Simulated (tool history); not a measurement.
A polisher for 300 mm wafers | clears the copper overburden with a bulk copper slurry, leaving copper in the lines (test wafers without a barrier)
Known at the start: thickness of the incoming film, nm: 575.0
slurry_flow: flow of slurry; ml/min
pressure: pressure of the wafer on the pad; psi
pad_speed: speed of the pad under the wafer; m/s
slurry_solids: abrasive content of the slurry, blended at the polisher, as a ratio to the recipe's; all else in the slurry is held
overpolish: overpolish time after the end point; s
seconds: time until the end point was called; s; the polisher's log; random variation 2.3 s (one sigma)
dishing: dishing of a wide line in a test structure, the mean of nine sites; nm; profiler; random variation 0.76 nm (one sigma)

| run | hour | slurry_flow | pressure | pad_speed | slurry_solids | overpolish | seconds | dishing |
|---|---|---|---|---|---|---|---|---|
| 1 | 0 | 155 | 2.2 | 0.94 | 1 | 13 | 90.82 | 47.621 |
| 2 | 3.8 | 155 | 2 | 0.94 | 1 | 14 | 99.813 | 45.421 |
| 3 | 10.3 | 155 | 2 | 0.94 | 0.8 | 14 | 108.21 | 44.03 |
| 4 | 11.7 | 150 | 1.9 | 0.94 | 0.8 | 15 | 115.26 | 43.759 |
| 5 | 18.1 | 145 | 1.9 | 0.94 | 0.8 | 16 | 111.23 | 45.917 |
| 6 | 20.7 | 120 | 1.9 | 0.94 | 0.8 | 16 | 121.87 | 44.712 |
| 7 | 23 | 115 | 1.9 | 0.94 | 0.8 | 17 | 118.19 | 47.136 |
| 8 | 24.6 | 110 | 1.8 | 0.94 | 0.8 | 18 | 130.85 | 45.779 |

Forecast run 9:
| 9 | 29.2 | 105 | 1.8 | 0.94 | 0.8 | 18 | ? | ? |

Run 9 gave seconds 129.36 s, dishing 46.153 nm.
